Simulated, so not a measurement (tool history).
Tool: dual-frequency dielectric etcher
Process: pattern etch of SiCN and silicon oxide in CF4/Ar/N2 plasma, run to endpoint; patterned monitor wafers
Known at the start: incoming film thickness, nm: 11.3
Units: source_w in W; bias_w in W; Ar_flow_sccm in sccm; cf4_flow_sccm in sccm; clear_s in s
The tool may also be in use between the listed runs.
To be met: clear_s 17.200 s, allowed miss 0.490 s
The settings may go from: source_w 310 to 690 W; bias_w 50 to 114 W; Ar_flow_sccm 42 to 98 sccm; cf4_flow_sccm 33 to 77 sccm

{"run": 1, "hour": 0.0, "source_w": 500, "bias_w": 82, "Ar_flow_sccm": 70, "cf4_flow_sccm": 55, "clear_s": 11.236}
{"run": 2, "hour": 5.7, "source_w": 450, "bias_w": 77, "Ar_flow_sccm": 72, "cf4_flow_sccm": 54, "clear_s": 12.564}
{"run": 3, "hour": 7.6, "source_w": 450, "bias_w": 77, "Ar_flow_sccm": 63, "cf4_flow_sccm": 54, "clear_s": 12.292}
{"run": 4, "hour": 15.4, "source_w": 410, "bias_w": 72, "Ar_flow_sccm": 65, "cf4_flow_sccm": 53, "clear_s": 13.411}
{"run": 5, "hour": 17.5, "source_w": 450, "bias_w": 72, "Ar_flow_sccm": 65, "cf4_flow_sccm": 53, "clear_s": 12.588}
{"run": 6, "hour": 24.1, "source_w": 450, "bias_w": 72, "Ar_flow_sccm": 65, "cf4_flow_sccm": 49, "clear_s": 12.841}
{"run": 7, "hour": 26.6, "source_w": 420, "bias_w": 69, "Ar_flow_sccm": 67, "cf4_flow_sccm": 48, "clear_s": 13.724}
{"run": 8, "hour": 34.2, "source_w": 390, "bias_w": 66, "Ar_flow_sccm": 68, "cf4_flow_sccm": 47, "clear_s": 14.781}

Which of these 4 next moves meets every target?
{"run": "A", "hour": 41.8, "source_w": 360, "bias_w": 59, "Ar_flow_sccm": 69, "cf4_flow_sccm": 47, "clear_s": "?"}
{"run": "B", "hour": 41.8, "source_w": 340, "bias_w": 53, "Ar_flow_sccm": 72, "cf4_flow_sccm": 41, "clear_s": "?"}
{"run": "C", "hour": 41.8, "source_w": 360, "bias_w": 57, "Ar_flow_sccm": 45, "cf4_flow_sccm": 46, "clear_s": "?"}
{"run": "D", "hour": 41.8, "source_w": 350, "bias_w": 62, "Ar_flow_sccm": 80, "cf4_flow_sccm": 45, "clear_s": "?"}

move=A clear_s=16.525
move=B clear_s=18.651
move=C clear_s=15.809
move=D clear_s=17.202
A: nearer than the last run, and not there yet
B: takes the result that was furthest off past its target
C: nearer than the last run, and not there yet
D: meets every target
The right move is D.
